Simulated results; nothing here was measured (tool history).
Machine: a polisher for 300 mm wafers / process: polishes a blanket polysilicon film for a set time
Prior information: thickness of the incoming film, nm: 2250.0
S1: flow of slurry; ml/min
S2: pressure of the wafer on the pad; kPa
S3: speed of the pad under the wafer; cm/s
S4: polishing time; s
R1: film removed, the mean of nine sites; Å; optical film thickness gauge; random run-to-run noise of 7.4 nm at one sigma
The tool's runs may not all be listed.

run  hour   S1    S2  S3   S4      R1
  1   0.0  135  12.4  98  117  5004.1
  2   8.8  140  13.1  98  117  5206.3
  3  12.0  140  10.3  98  117  4257.1
  4  17.5  125  10.3  98  117  4062.8
  5  26.5  155  10.3  98  117  4268.0
  6  35.0  155  11.7  98  117  4781.6
  7  36.6  155  12.4  98  117  5163.4
  8  41.1  160  13.1  98  117  5367.2

Run 9 has not been measured yet. What should we expect?
  9  43.9  160  13.8  98  117   ?

{"run 9": {"R1": 5718.6}}
